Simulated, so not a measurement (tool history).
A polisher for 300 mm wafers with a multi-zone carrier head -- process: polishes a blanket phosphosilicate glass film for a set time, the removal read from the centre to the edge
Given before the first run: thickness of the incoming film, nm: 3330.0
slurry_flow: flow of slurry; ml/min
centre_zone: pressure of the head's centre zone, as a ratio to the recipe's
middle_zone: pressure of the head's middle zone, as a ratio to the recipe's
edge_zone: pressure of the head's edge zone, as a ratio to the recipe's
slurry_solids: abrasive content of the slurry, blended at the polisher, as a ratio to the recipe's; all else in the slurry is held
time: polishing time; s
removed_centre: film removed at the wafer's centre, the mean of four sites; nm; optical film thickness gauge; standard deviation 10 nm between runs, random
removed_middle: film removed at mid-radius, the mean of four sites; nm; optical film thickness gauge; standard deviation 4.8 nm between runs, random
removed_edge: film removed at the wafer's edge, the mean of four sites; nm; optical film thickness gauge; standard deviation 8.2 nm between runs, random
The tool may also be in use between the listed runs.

{"run": 1, "hour": 0.0, "slurry_flow": 205, "centre_zone": 1.0, "middle_zone": 1.0, "edge_zone": 1.0, "slurry_solids": 1.0, "time": 56, "removed_centre": 377.21, "removed_middle": 414.95, "removed_edge": 423.52}
{"run": 2, "hour": 3.5, "slurry_flow": 205, "centre_zone": 1.0, "middle_zone": 1.0, "edge_zone": 1.0, "slurry_solids": 1.0, "time": 65, "removed_centre": 441.08, "removed_middle": 473.68, "removed_edge": 489.86}
{"run": 3, "hour": 8.5, "slurry_flow": 235, "centre_zone": 1.0, "middle_zone": 1.0, "edge_zone": 1.0, "slurry_solids": 1.0, "time": 65, "removed_centre": 454.02, "removed_middle": 486.43, "removed_edge": 499.57}
{"run": 4, "hour": 15.0, "slurry_flow": 245, "centre_zone": 1.06, "middle_zone": 0.97, "edge_zone": 1.02, "slurry_solids": 1.1, "time": 66, "removed_centre": 509.67, "removed_middle": 506.0, "removed_edge": 536.58}
{"run": 5, "hour": 23.2, "slurry_flow": 255, "centre_zone": 1.1, "middle_zone": 0.93, "edge_zone": 1.01, "slurry_solids": 1.2, "time": 67, "removed_centre": 587.96, "removed_middle": 520.37, "removed_edge": 566.33}
{"run": 6, "hour": 26.2, "slurry_flow": 260, "centre_zone": 1.12, "middle_zone": 0.92, "edge_zone": 1.03, "slurry_solids": 1.25, "time": 67, "removed_centre": 591.41, "removed_middle": 533.84, "removed_edge": 590.18}

For run 7, what comes out?
{"run": 7, "hour": 29.5, "slurry_flow": 265, "centre_zone": 1.14, "middle_zone": 0.9, "edge_zone": 1.03, "slurry_solids": 1.3, "time": 67, "removed_centre": "?", "removed_middle": "?", "removed_edge": "?"}

Run 7 produced removed_centre 620.13 nm, removed_middle 537.76 nm, removed_edge 612.46 nm.
